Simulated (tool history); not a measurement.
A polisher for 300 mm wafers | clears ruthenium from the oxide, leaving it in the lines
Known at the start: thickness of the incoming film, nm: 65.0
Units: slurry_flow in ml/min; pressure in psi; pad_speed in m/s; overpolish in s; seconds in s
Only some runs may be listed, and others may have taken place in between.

run  hour  slurry_flow  pressure  pad_speed  overpolish  seconds
  1     0          185         2       0.76          10   65.918
  2   3.1          180       1.7       0.76          10   78.457
  3  10.1          180       2.1       0.76          10   63.189
  4    12          155       2.1       0.76          10   64.336
  5  14.5          155       1.7       0.76          10   78.434
  6  22.7          155       1.7       0.92          10     64.7

Run 7, settings as shown, results not yet in. Your forecast:
  7  25.9          155       1.5        0.9          10        ?

seconds: 76.145 s
